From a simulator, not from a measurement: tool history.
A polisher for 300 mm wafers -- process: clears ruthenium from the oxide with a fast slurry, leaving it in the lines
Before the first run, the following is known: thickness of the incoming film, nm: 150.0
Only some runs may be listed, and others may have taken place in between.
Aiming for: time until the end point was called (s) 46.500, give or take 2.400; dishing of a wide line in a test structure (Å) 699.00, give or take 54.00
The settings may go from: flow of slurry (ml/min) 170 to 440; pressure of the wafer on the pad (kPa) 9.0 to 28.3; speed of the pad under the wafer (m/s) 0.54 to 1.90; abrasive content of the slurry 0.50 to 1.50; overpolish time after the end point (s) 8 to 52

| run | hour | flow of slurry (ml/min) | pressure of the wafer on the pad (kPa) | speed of the pad under the wafer (m/s) | abrasive content of the slurry | overpolish time after the end point (s) | time until the end point was called (s) | dishing of a wide line in a test structure (Å) |
|---|---|---|---|---|---|---|---|---|
| 1 | 0.0 | 280 | 18.6 | 1.22 | 1.00 | 26 | 26.084 | 872.48 |
| 2 | 6.6 | 280 | 17.9 | 1.20 | 1.00 | 27 | 26.986 | 854.31 |
| 3 | 13.1 | 280 | 17.2 | 1.18 | 1.00 | 28 | 29.247 | 845.03 |
| 4 | 15.9 | 280 | 16.5 | 1.18 | 1.00 | 28 | 29.946 | 808.64 |
| 5 | 24.2 | 280 | 16.5 | 1.46 | 1.00 | 28 | 24.351 | 942.44 |
| 6 | 31.6 | 280 | 15.9 | 1.42 | 1.00 | 29 | 25.594 | 884.30 |
| 7 | 34.2 | 280 | 15.2 | 1.38 | 1.00 | 30 | 28.359 | 912.05 |
| 8 | 39.9 | 280 | 14.5 | 1.36 | 1.00 | 30 | 30.278 | 902.98 |
| 9 | 43.1 | 280 | 13.8 | 1.34 | 1.00 | 29 | 31.205 | 855.92 |

Pick the move, out of 5, that brings all results within their allowed miss; only one does.
| A | 46.3 | 170 | 12.4 | 1.14 | 0.80 | 26 | ? | ? |
| B | 46.3 | 265 | 9.7 | 1.54 | 1.10 | 26 | ? | ? |
| C | 46.3 | 170 | 12.4 | 0.98 | 0.90 | 37 | ? | ? |
| D | 46.3 | 270 | 11.7 | 1.12 | 0.90 | 33 | ? | ? |
| E | 46.3 | 285 | 10.3 | 1.06 | 0.95 | 38 | ? | ? |

| move | time until the end point was called (s) | dishing of a wide line in a test structure (Å) |
|---|---|---|
| A | 46.285 | 593.13 |
| B | 37.160 | 693.11 |
| C | 51.039 | 709.91 |
| D | 45.490 | 710.23 |
| E | 52.660 | 707.72 |
A: puts the biggest miss on target and leaves a different result outside tolerance
B: nearer the targets than the last run, but a result is still out of spec
C: takes the biggest miss from the last run beyond its target
D: all results in spec
E: takes the biggest miss from the last run beyond its target
The right move is D.
